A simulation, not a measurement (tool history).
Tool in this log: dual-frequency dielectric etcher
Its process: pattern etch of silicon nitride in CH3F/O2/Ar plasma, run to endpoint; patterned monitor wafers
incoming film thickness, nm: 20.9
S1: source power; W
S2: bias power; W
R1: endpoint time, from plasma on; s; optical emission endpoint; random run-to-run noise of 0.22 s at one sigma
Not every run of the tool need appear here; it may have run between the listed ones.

run	hour	S1	S2	R1
1	0.0	440	91	27.372
2	7.8	420	89	27.741
3	9.2	490	89	25.879
4	10.6	540	89	25.204
5	14.2	600	89	23.961
6	18.7	620	89	23.451
7	20.6	580	86	24.511
8	22.4	540	83	25.506
9	27.9	510	80	26.551

Forecast run 10:
10	36.2	480	78	?

{"run 10": {"R1": 27.289}}
